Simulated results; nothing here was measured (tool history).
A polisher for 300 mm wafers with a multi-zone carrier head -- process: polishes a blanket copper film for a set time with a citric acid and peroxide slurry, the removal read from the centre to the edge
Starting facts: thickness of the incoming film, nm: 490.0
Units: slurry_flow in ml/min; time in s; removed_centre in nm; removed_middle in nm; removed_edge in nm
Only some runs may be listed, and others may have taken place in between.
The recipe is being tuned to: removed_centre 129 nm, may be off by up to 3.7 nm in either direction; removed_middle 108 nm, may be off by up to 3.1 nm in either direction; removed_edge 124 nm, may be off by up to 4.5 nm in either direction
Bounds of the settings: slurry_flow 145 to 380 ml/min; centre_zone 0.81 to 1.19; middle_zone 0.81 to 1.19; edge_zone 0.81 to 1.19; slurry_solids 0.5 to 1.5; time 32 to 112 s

run	day	slurry_flow	centre_zone	middle_zone	edge_zone	slurry_solids	time	removed_centre	removed_middle	removed_edge
1	0	245	1	1	1	1	72	124.93	126.2	130.41
2	0.329	230	1.02	0.96	0.99	1	72	124.7	120.06	126.49
3	0.633	230	1.02	0.96	0.99	1	84	145.43	140.91	148.82
4	0.812	230	1.02	0.96	0.99	1	101	176.14	168.49	181.78
5	1.038	230	1.1	0.96	0.99	1	101	187.59	171.22	181.49
6	1.254	230	1.1	0.96	0.95	1	101	187.75	171.23	173.11
7	1.317	215	1.08	0.91	0.95	0.85	95	163.07	144.91	158.27
8	1.438	210	1.08	0.88	0.92	0.75	92	154.02	130.01	148.12
9	1.675	205	1.07	0.88	0.89	0.65	90	143.96	124.67	138.54
10	2.038	180	1.06	0.81	0.84	0.5	85	123.21	99.585	114.94
11	2.258	200	1.06	0.82	0.86	0.5	85	126.57	102.78	120.69

Exercise: of the 5 proposed moves below, exactly one satisfies all targets within the stated allowed misses. Which move is it?
A	2.479	170	1.13	0.84	0.91	0.65	77	?	?	?
B	2.479	255	1.12	0.86	0.82	0.55	79	?	?	?
C	2.479	200	1.02	0.81	0.82	0.6	86	?	?	?
D	2.479	235	1.08	0.85	0.99	0.5	78	?	?	?
E	2.479	230	0.98	0.84	0.86	0.5	85	?	?	?

move	removed_centre	removed_middle	removed_edge
A	124.24	99.485	116.53
B	128.82	105.22	114.57
C	129.33	108.3	124.82
D	119.45	99.42	117.85
E	120.8	107.08	121.32
A: misses by more than the last run did
B: corrects the largest miss of the last run, while another result sits out of spec
C: each result inside its tolerance
D: misses by more than the last run did
E: corrects the largest miss of the last run, while another result sits out of spec
The right move is C.
